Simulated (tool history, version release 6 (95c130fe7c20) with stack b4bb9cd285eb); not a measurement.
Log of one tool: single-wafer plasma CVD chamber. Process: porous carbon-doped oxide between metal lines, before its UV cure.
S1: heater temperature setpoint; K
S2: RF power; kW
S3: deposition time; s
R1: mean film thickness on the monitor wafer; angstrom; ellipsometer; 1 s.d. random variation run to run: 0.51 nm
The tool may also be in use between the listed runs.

run,hour,S1,S2,S3,R1
1,0,573.15,0.6,40.9,2410.3
2,5.3,573.15,0.515,40.9,2069.3
3,11.7,573.15,0.56,40.9,2248.4
4,18.8,581.15,0.54,40.9,2085.8
5,25.1,590.15,0.54,40.9,1989.9
6,28.4,590.15,0.625,40.9,2306.8
7,35.8,592.15,0.58,40.9,2139.2
8,43.2,594.15,0.545,40.9,1972.7
9,44.1,595.15,0.53,40.9,1926.9

For run 10, what comes out?
10,50.9,596.15,0.515,40.9,?

For run 10 the tool returned R1 1855.8 angstrom.
